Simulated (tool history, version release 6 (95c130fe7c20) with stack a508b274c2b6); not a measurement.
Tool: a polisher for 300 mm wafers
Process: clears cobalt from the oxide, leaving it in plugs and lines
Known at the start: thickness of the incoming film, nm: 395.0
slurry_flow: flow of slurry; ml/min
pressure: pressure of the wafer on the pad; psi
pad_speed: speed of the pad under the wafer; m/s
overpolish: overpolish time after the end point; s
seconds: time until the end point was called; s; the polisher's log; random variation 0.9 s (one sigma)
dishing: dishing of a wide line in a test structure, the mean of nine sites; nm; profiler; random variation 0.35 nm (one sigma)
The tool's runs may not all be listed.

{"run": 1, "hour": 0.0, "slurry_flow": 270, "pressure": 1.7, "pad_speed": 1.14, "overpolish": 13, "seconds": 71.97, "dishing": 39.713}
{"run": 2, "hour": 5.8, "slurry_flow": 270, "pressure": 1.7, "pad_speed": 1.32, "overpolish": 13, "seconds": 62.786, "dishing": 41.806}
{"run": 3, "hour": 10.5, "slurry_flow": 270, "pressure": 1.7, "pad_speed": 1.32, "overpolish": 8, "seconds": 64.074, "dishing": 31.975}
{"run": 4, "hour": 12.0, "slurry_flow": 260, "pressure": 1.6, "pad_speed": 1.36, "overpolish": 8, "seconds": 67.104, "dishing": 31.95}
{"run": 5, "hour": 19.2, "slurry_flow": 275, "pressure": 1.6, "pad_speed": 1.34, "overpolish": 8, "seconds": 65.943, "dishing": 30.299}
{"run": 6, "hour": 20.5, "slurry_flow": 275, "pressure": 1.9, "pad_speed": 1.34, "overpolish": 8, "seconds": 54.725, "dishing": 34.665}
{"run": 7, "hour": 24.5, "slurry_flow": 290, "pressure": 1.8, "pad_speed": 1.36, "overpolish": 8, "seconds": 58.643, "dishing": 34.024}

Forecast run 8:
{"run": 8, "hour": 29.6, "slurry_flow": 275, "pressure": 1.7, "pad_speed": 1.38, "overpolish": 8, "seconds": "?", "dishing": "?"}

Run 8 gave seconds 60.395 s, dishing 34.203 nm.
